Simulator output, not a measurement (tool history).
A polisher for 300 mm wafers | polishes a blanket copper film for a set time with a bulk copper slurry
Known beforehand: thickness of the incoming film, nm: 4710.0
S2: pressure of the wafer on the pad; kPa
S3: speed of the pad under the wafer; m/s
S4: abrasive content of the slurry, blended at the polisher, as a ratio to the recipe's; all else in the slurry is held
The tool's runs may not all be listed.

{"run": 1, "day": 0.0, "flow of slurry (ml/min)": 295, "S2": 13.1, "S3": 1.28, "S4": 1, "polishing time (s)": 86, "film removed (angstrom)": 6606.5}
{"run": 2, "day": 0.358, "flow of slurry (ml/min)": 295, "S2": 13.1, "S3": 1.28, "S4": 1, "polishing time (s)": 86, "film removed (angstrom)": 6540}
{"run": 3, "day": 0.6, "flow of slurry (ml/min)": 365, "S2": 13.1, "S3": 1.28, "S4": 1, "polishing time (s)": 86, "film removed (angstrom)": 6737.9}
{"run": 4, "day": 0.762, "flow of slurry (ml/min)": 365, "S2": 13.8, "S3": 1.28, "S4": 1, "polishing time (s)": 86, "film removed (angstrom)": 6997.7}
{"run": 5, "day": 0.783, "flow of slurry (ml/min)": 365, "S2": 14.5, "S3": 1.28, "S4": 1, "polishing time (s)": 86, "film removed (angstrom)": 7538.3}
{"run": 6, "day": 0.925, "flow of slurry (ml/min)": 365, "S2": 15.2, "S3": 1.28, "S4": 1, "polishing time (s)": 86, "film removed (angstrom)": 7610.5}

What does the tool deliver on the next run?
{"run": 7, "day": 1.196, "flow of slurry (ml/min)": 365, "S2": 15.2, "S3": 1.28, "S4": 1, "polishing time (s)": 86, "film removed (angstrom)": "?"}

film removed (angstrom): 7802

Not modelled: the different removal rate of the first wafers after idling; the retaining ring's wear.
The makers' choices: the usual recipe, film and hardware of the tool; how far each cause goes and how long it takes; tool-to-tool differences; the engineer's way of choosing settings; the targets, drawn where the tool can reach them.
